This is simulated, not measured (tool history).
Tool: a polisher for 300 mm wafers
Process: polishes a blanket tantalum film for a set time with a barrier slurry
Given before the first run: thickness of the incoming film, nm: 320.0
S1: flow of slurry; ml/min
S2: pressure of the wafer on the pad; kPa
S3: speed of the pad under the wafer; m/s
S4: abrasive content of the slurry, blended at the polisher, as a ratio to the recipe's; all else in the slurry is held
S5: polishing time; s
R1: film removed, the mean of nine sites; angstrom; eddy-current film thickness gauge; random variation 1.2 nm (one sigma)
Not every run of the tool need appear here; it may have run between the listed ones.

Run 1, hour 0: S1 270 ml/min, S2 9 kPa, S3 0.88 m/s, S4 1, S5 60 s. Result: R1 584.11 angstrom.
Run 2, hour 4.6: S1 310 ml/min, S2 9 kPa, S3 0.88 m/s, S4 1, S5 60 s. Result: R1 591.67 angstrom.
Run 3, hour 11.7: S1 310 ml/min, S2 9 kPa, S3 0.88 m/s, S4 1, S5 60 s. Result: R1 602.6 angstrom.
Run 4, hour 19.4: S1 310 ml/min, S2 9 kPa, S3 0.88 m/s, S4 1.1, S5 60 s. Result: R1 627.96 angstrom.
Run 5, hour 21: S1 310 ml/min, S2 8.3 kPa, S3 0.88 m/s, S4 1.1, S5 60 s. Result: R1 579.75 angstrom.
Run 6, hour 28.8: S1 310 ml/min, S2 9 kPa, S3 0.88 m/s, S4 1.1, S5 60 s. Result: R1 629.93 angstrom.

Forecast run 7:
Run 7, hour 36.2: S1 310 ml/min, S2 9.7 kPa, S3 0.88 m/s, S4 1.1, S5 60 s. Result: R1 ?.

{"run 7": {"R1": 664.77}}

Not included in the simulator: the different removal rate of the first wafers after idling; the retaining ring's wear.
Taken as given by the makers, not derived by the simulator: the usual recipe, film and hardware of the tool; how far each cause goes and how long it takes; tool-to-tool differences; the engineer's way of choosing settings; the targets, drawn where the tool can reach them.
